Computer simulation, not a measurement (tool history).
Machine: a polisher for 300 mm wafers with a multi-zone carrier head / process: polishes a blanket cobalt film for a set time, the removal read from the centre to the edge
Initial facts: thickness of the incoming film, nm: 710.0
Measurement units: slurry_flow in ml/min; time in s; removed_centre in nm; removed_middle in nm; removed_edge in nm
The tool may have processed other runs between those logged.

run  hour  slurry_flow  centre_zone  middle_zone  edge_zone  time  removed_centre  removed_middle  removed_edge
  1   0.0          160         1.00         1.00       1.00    38          261.51          240.74        229.93
  2   1.8          185         1.00         1.00       1.00    38          267.19          240.48        236.50
  3   4.7          175         1.00         0.99       0.98    36          253.78          226.69        221.99
  4   6.9          165         1.00         0.99       0.96    34          233.50          211.57        208.75
  5  15.8          155         1.02         1.00       0.94    32          222.61          195.21        192.34
     22.9  -- centre zone pressure recalibrated
  6  22.9          155         0.96         1.00       0.94    32          192.16          198.52        193.18
  7  23.8          160         1.03         1.00       0.84    22          143.12          138.64        123.67

Forecast run 8:
  8  29.5          165         1.05         0.99       0.86    22               ?               ?             ?

{"run 8": {"removed_centre": 147.38, "removed_middle": 136.44, "removed_edge": 126.01}}
